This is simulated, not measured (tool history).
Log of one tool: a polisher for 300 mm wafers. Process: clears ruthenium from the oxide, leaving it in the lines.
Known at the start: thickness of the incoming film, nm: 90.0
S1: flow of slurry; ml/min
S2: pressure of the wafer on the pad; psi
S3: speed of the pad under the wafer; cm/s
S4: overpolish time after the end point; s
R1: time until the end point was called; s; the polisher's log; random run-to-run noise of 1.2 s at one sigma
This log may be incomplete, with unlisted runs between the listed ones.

run	hour	S1	S2	S3	S4	R1
1	0	145	1.8	126	8	59.336
2	5.4	145	2.1	126	8	52.526
3	11.7	145	2.1	126	8	50.65
4	19.4	145	1.9	124	8	56.913
5	25.9	120	1.9	124	8	59.556
6	30.9	145	1.9	124	8	56.388

Run 7 comes next. What will it give?
7	33.4	120	1.4	118	8	?

R1: 82.022 s
